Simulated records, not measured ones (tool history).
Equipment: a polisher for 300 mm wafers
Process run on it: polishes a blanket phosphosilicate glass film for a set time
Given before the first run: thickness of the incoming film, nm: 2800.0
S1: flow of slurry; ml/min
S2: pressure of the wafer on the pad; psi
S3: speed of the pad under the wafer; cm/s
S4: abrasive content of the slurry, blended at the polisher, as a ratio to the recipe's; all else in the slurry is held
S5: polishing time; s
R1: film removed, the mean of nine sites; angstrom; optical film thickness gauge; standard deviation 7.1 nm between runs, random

run 1 hour=0.0 | S1=150 S2=4.0 S3=92 S4=1.00 S5=48 | R1=5350.3
run 2 hour=6.8 | S1=165 S2=4.0 S3=92 S4=1.00 S5=48 | R1=5371.8
run 3 hour=14.0 | S1=165 S2=4.0 S3=92 S4=0.85 S5=48 | R1=4916.5
run 4 hour=17.3 | S1=185 S2=4.0 S3=92 S4=0.85 S5=48 | R1=5011.2
run 5 hour=20.0 | S1=185 S2=4.7 S3=94 S4=0.85 S5=48 | R1=5805.2
run 6 hour=25.0 | S1=185 S2=5.2 S3=100 S4=0.85 S5=48 | R1=6511.9

The next listed run, before its measurement:
run 7 hour=33.8 | S1=185 S2=5.5 S3=106 S4=0.85 S5=48 | R1=?

R1: 7175.3 angstrom
